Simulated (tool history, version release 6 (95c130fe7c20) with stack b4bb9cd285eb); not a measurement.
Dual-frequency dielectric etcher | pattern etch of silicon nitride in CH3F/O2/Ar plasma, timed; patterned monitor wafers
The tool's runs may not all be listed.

run  hour  source power (kW)  bias power (kW)  etch time (s)  mean etch depth across the wafer (Å)
  1     0               0.43            0.092             51                                421.94
  2   6.6               0.47            0.093             51                                442.88
  3  13.9               0.49            0.093             51                                447.39
  4  17.9               0.43            0.093             51                                423.28
  5  20.7               0.43            0.102             51                                436.76
  6  27.6               0.46            0.103             51                                457.17
  7  30.7               0.48            0.103             51                                467.04
  8  34.7               0.49            0.103             51                                468.99
  9  42.7                0.5            0.103             51                                473.56

For run 10, what comes out?
 10  43.3               0.51            0.103             51                                     ?

Run 10 measured mean etch depth across the wafer (Å) 477.7.
